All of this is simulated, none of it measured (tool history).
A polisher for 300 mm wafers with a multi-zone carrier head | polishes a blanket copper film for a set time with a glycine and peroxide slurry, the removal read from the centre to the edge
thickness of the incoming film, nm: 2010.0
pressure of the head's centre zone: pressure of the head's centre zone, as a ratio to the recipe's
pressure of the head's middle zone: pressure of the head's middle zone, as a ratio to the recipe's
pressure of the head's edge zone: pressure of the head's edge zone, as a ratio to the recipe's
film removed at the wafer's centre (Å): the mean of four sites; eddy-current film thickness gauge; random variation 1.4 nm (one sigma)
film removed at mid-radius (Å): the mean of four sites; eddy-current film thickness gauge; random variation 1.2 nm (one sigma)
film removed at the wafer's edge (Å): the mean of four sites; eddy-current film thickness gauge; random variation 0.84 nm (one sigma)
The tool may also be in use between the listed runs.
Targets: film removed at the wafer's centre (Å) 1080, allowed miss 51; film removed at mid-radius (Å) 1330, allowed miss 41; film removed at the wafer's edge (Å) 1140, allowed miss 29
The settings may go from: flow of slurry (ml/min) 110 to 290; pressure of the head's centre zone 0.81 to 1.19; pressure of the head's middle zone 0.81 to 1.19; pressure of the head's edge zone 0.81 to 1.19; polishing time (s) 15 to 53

run,hour,flow of slurry (ml/min),pressure of the head's centre zone,pressure of the head's middle zone,pressure of the head's edge zone,polishing time (s),film removed at the wafer's centre (Å),film removed at mid-radius (Å),film removed at the wafer's edge (Å)
1,0,185,1,1,1,34,1701.4,1695.4,1579.4
2,1.6,185,0.92,1,1,34,1517.6,1697,1603.9
3,7.5,145,0.92,1,1,34,1519.3,1619,1534.2
4,11,145,0.95,1,1,34,1579.7,1618.4,1533.5
5,16.1,145,0.9,1,1,34,1431.2,1626.3,1542.2
6,17.4,140,0.9,1,0.98,33,1423.3,1561.6,1459.7
7,22.1,145,0.89,1,0.97,32,1374.6,1530.6,1430.9
8,24.3,145,0.88,1.01,0.96,31,1277,1476.4,1397.8
9,31.9,140,0.88,1.03,0.94,30,1264.3,1457.7,1309.1
10,37.6,140,0.88,1.03,0.94,30,1246.4,1454.3,1303.4
11,38.7,135,0.87,1.03,0.93,30,1240.6,1451.5,1315.5
12,43,135,0.87,1.04,0.92,30,1186.8,1451.9,1297.1
13,43.8,135,0.87,1.04,0.91,30,1221.7,1432.9,1312.1
14,52.1,135,0.87,1.05,0.91,30,1230.2,1449.2,1295
15,56.3,135,0.87,1.06,0.9,30,1211.9,1459,1285
16,62.9,135,0.87,1.06,0.89,30,1226.6,1451.2,1281.5
17,67.2,135,0.87,1.06,0.88,30,1211,1455,1285.1

5 next moves are on the table. One of them brings every result within its allowed miss. Which?
A,71.5,135,0.82,1.03,0.9,28,?,?,?
B,71.5,155,0.81,1.14,0.91,27,?,?,?
C,71.5,150,0.93,0.86,0.82,33,?,?,?
D,71.5,125,0.85,1.08,0.89,27,?,?,?
E,71.5,110,0.86,1.16,0.81,29,?,?,?

move,film removed at the wafer's centre (Å),film removed at mid-radius (Å),film removed at the wafer's edge (Å)
A,1068.2,1341.5,1190.5
B,1057.6,1456.1,1177
C,1437.9,1393,1386.1
D,1037.8,1320,1126.8
E,1078.3,1451.5,1140.7
A: nearer than the last run, and not there yet
B: nearer than the last run, and not there yet
C: further off than the last run
D: meets every target
E: brings the result that was furthest off to its target, and leaves another outside
Move D is the one to make.
